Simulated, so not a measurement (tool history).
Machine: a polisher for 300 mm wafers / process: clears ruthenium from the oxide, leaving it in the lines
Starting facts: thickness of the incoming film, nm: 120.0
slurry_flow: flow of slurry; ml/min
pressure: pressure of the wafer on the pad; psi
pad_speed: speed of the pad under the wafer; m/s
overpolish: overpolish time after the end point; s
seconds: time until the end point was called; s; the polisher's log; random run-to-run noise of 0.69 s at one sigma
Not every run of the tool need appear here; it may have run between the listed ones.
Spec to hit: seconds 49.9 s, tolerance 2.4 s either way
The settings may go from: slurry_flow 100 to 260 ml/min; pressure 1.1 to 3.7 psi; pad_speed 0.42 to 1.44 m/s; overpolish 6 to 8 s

run,hour,slurry_flow,pressure,pad_speed,overpolish,seconds
1,0,165,2.4,0.92,8,120.9
2,8.2,165,2.4,0.92,6,116.66
3,8.8,165,2.2,0.92,6,129.46
4,13.7,170,2.7,1,6,96.794
5,16.3,175,3,1.08,6,81.393
6,17.9,175,3.2,1.16,6,69.19
7,21.9,175,3.4,1.2,6,64.068
8,29.4,180,3.5,1.24,6,59.28
9,32.1,180,3.6,1.28,6,55.4
10,35.9,180,3.6,1.3,6,54.257
11,43.2,180,3.6,1.32,6,55.187
12,49.7,180,3.6,1.34,6,53.309
13,57.1,180,3.6,1.36,6,53.152
# hour 59.8: slurry nozzle cleaned
14,59.8,180,3.7,1.38,6,46.222

Which one of the following 5 next-run settings gets every result inside its allowed miss? There is exactly one.
A,62.5,190,3.7,1.4,8,?
B,62.5,190,3.7,1.44,6,?
C,62.5,155,3.7,1.28,6,?
D,62.5,180,3.7,1.42,7,?
E,62.5,205,3.7,1.44,6,?

move,seconds
A,45.301
B,44.067
C,51.169
D,45.048
E,43.591
A: lands further from the targets than the last run did
B: lands further from the targets than the last run did
C: all results land within tolerance of their targets
D: lands further from the targets than the last run did
E: lands further from the targets than the last run did
So the answer is move C, the one that meets all the targets.

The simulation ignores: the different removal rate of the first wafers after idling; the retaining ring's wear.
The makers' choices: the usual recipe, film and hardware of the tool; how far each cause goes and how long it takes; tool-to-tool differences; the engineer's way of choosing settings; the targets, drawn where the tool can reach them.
